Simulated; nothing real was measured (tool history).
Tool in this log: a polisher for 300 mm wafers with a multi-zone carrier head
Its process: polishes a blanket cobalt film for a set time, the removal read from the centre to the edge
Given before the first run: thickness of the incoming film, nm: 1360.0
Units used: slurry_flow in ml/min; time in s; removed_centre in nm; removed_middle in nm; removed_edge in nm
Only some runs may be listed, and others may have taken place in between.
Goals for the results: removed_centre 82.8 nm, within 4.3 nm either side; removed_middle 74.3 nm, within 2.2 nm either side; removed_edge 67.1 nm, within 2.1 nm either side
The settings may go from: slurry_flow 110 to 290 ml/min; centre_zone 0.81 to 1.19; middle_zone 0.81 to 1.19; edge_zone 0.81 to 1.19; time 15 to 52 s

| run | hour | slurry_flow | centre_zone | middle_zone | edge_zone | time | removed_centre | removed_middle | removed_edge |
|---|---|---|---|---|---|---|---|---|---|
| 1 | 0 | 185 | 1 | 1 | 1 | 33 | 96.229 | 96.844 | 96.475 |
| 2 | 2.4 | 185 | 1 | 0.94 | 1 | 33 | 99.117 | 90.197 | 95.114 |
| 3 | 10.8 | 185 | 1.08 | 0.94 | 1 | 33 | 106 | 89.772 | 97.175 |
| 4 | 12.1 | 185 | 1.08 | 1.02 | 1 | 33 | 104.99 | 98.737 | 97.301 |
| 5 | 20.4 | 190 | 1.09 | 1.02 | 0.97 | 31 | 98.781 | 92.338 | 91.151 |
| 6 | 27.6 | 190 | 1.11 | 1.03 | 0.94 | 30 | 98.424 | 89.961 | 84.99 |
| 7 | 35.5 | 145 | 1.08 | 0.98 | 0.84 | 25 | 75.522 | 69.486 | 65.041 |
| 8 | 42.6 | 145 | 1.08 | 0.98 | 0.84 | 25 | 77.202 | 68.81 | 65.523 |
| 9 | 50.1 | 150 | 1.09 | 0.99 | 0.84 | 25 | 77.394 | 69.547 | 65.362 |
| 10 | 56.8 | 155 | 1.09 | 1 | 0.84 | 25 | 75.981 | 71.464 | 65.813 |

4 candidate next runs follow, results not yet known. Just one meets every target within its allowed miss. Identify it.
| A | 63.5 | 145 | 1.07 | 0.99 | 0.84 | 25 | ? | ? | ? |
| B | 63.5 | 200 | 1.11 | 1 | 0.81 | 25 | ? | ? | ? |
| C | 63.5 | 170 | 1.03 | 0.94 | 0.91 | 24 | ? | ? | ? |
| D | 63.5 | 155 | 1.1 | 0.98 | 0.94 | 24 | ? | ? | ? |

| move | removed_centre | removed_middle | removed_edge |
|---|---|---|---|
| A | 75.143 | 69.413 | 64.524 |
| B | 83.099 | 74.052 | 66.145 |
| C | 71.813 | 65.766 | 65.687 |
| D | 75.295 | 66.933 | 65.836 |
A: lands further from the targets than the last run did
B: every result lands within tolerance
C: lands further from the targets than the last run did
D: lands further from the targets than the last run did
Go with B: it meets all targets.
